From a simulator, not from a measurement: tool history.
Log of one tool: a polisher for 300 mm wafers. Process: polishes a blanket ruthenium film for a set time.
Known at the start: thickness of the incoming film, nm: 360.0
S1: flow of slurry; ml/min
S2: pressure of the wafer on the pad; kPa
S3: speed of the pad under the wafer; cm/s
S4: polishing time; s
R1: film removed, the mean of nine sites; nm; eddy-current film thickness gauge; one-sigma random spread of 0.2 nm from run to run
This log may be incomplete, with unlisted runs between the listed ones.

{"run": 1, "hour": 0.0, "S1": 295, "S2": 12.4, "S3": 94, "S4": 50, "R1": 43.598}
{"run": 2, "hour": 5.5, "S1": 295, "S2": 11.7, "S3": 94, "S4": 50, "R1": 41.02}
{"run": 3, "hour": 11.3, "S1": 295, "S2": 11, "S3": 94, "S4": 50, "R1": 38.326}
{"run": 4, "hour": 18.7, "S1": 295, "S2": 11, "S3": 76, "S4": 50, "R1": 31.117}
{"run": 5, "hour": 19.6, "S1": 295, "S2": 13.1, "S3": 76, "S4": 50, "R1": 36.693}
{"run": 6, "hour": 27.3, "S1": 295, "S2": 12.4, "S3": 76, "S4": 50, "R1": 34.549}
{"run": 7, "hour": 30.2, "S1": 295, "S2": 11.7, "S3": 76, "S4": 50, "R1": 32.835}
{"run": 8, "hour": 32.1, "S1": 295, "S2": 11, "S3": 76, "S4": 50, "R1": 31.313}
{"run": 9, "hour": 33.0, "S1": 295, "S2": 10.3, "S3": 76, "S4": 50, "R1": 29.471}
{"run": 10, "hour": 41.2, "S1": 295, "S2": 9.7, "S3": 76, "S4": 50, "R1": 27.617}
{"run": 11, "hour": 44.8, "S1": 295, "S2": 8.3, "S3": 76, "S4": 50, "R1": 24.199}
{"run": 12, "hour": 46.5, "S1": 290, "S2": 7.6, "S3": 76, "S4": 50, "R1": 22.088}

Run 13 has not been measured yet. What should we expect?
{"run": 13, "hour": 48.5, "S1": 295, "S2": 7.6, "S3": 76, "S4": 50, "R1": "?"}

R1: 22.16 nm
